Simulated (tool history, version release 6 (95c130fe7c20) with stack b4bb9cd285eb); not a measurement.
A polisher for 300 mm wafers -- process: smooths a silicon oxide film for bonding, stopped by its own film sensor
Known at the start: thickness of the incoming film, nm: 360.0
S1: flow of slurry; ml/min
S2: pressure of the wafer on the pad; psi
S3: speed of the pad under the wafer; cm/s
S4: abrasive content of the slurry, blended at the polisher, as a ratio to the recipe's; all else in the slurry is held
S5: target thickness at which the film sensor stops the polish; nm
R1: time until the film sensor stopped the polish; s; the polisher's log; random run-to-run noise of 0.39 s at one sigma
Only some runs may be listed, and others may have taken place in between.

run	hour	S1	S2	S3	S4	S5	R1
1	0.0	135	2.3	88	1.0	315	65.335
2	2.5	135	2.3	68	1.0	315	77.940
3	3.7	135	2.3	50	1.0	315	96.419
4	10.7	135	2.3	62	1.0	315	82.493
5	17.6	140	2.6	62	1.0	315	72.700
6	23.5	140	2.6	46	1.0	315	88.253
7	32.2	170	3.2	64	1.0	315	56.844
8	32.9	170	3.3	66	1.0	315	54.194

Forecast run 9:
9	36.8	170	3.4	68	1.0	315	?

R1: 51.860 s
